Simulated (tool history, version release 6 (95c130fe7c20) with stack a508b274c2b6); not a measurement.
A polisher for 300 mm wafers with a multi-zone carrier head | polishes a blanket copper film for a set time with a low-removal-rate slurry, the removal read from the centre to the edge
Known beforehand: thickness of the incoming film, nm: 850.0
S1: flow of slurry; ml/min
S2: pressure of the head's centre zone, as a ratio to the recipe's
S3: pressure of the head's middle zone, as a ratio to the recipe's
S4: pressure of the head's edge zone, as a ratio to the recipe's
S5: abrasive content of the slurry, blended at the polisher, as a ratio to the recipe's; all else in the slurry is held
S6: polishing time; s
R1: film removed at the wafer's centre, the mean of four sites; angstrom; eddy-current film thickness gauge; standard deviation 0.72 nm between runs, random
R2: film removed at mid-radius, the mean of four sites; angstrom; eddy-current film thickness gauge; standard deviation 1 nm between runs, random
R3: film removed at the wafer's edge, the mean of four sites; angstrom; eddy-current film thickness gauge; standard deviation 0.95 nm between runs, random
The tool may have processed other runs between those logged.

{"run": 1, "hour": 0.0, "S1": 225, "S2": 1.0, "S3": 1.0, "S4": 1.0, "S5": 1.0, "S6": 53, "R1": 1771.3, "R2": 1815.9, "R3": 1849.6}
{"run": 2, "hour": 8.0, "S1": 225, "S2": 1.0, "S3": 0.97, "S4": 1.0, "S5": 1.0, "S6": 53, "R1": 1773.4, "R2": 1756.1, "R3": 1830.5}
{"run": 3, "hour": 11.0, "S1": 210, "S2": 0.96, "S3": 0.95, "S4": 0.99, "S5": 0.9, "S6": 53, "R1": 1659.7, "R2": 1707.0, "R3": 1784.0}
{"run": 4, "hour": 15.8, "S1": 210, "S2": 0.96, "S3": 1.03, "S4": 0.99, "S5": 0.9, "S6": 53, "R1": 1650.6, "R2": 1821.9, "R3": 1788.9}
{"run": 5, "hour": 22.4, "S1": 200, "S2": 0.93, "S3": 0.99, "S4": 0.99, "S5": 0.8, "S6": 52, "R1": 1518.7, "R2": 1666.1, "R3": 1690.9}
{"run": 6, "hour": 27.2, "S1": 200, "S2": 0.93, "S3": 1.05, "S4": 0.99, "S5": 0.8, "S6": 52, "R1": 1546.1, "R2": 1781.4, "R3": 1690.7}
{"run": 7, "hour": 29.4, "S1": 190, "S2": 0.91, "S3": 1.0, "S4": 0.98, "S5": 0.75, "S6": 52, "R1": 1487.8, "R2": 1648.5, "R3": 1637.9}
{"run": 8, "hour": 30.0, "S1": 140, "S2": 0.81, "S3": 0.9, "S4": 1.0, "S5": 0.5, "S6": 50, "R1": 1131.4, "R2": 1317.7, "R3": 1449.0}
{"run": 9, "hour": 31.9, "S1": 145, "S2": 0.82, "S3": 0.89, "S4": 1.0, "S5": 0.5, "S6": 50, "R1": 1149.5, "R2": 1320.0, "R3": 1452.0}
{"run": 10, "hour": 36.2, "S1": 150, "S2": 0.83, "S3": 0.88, "S4": 1.0, "S5": 0.5, "S6": 50, "R1": 1163.4, "R2": 1290.8, "R3": 1477.9}
{"run": 11, "hour": 42.1, "S1": 150, "S2": 0.83, "S3": 0.88, "S4": 0.99, "S5": 0.5, "S6": 50, "R1": 1166.0, "R2": 1284.4, "R3": 1453.4}

For run 12, what comes out?
{"run": 12, "hour": 45.8, "S1": 155, "S2": 0.83, "S3": 0.88, "S4": 0.99, "S5": 0.5, "S6": 50, "R1": "?", "R2": "?", "R3": "?"}

R1: 1168.8 angstrom
R2: 1315.3 angstrom
R3: 1458.6 angstrom

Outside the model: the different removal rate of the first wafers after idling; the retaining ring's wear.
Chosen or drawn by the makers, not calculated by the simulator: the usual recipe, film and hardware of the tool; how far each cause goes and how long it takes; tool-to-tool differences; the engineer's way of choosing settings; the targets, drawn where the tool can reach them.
